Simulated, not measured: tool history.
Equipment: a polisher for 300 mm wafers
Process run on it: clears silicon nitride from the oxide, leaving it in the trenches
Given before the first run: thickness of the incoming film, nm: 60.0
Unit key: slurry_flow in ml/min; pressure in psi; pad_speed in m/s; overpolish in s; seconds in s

run	hour	slurry_flow	pressure	pad_speed	overpolish	seconds
1	0	220	1.8	0.78	36	99.263
2	0.8	220	1.8	0.94	36	83.384
3	4.9	220	1.9	0.94	36	82.76
4	10.5	220	2	0.96	36	74.934
5	12.3	220	2.2	0.98	36	68.275
6	14	175	2.2	0.98	36	70.232

Run 7 comes next. What will it give?
7	19.4	175	2.4	1	36	?

Run 7 measured seconds 65.58 s.
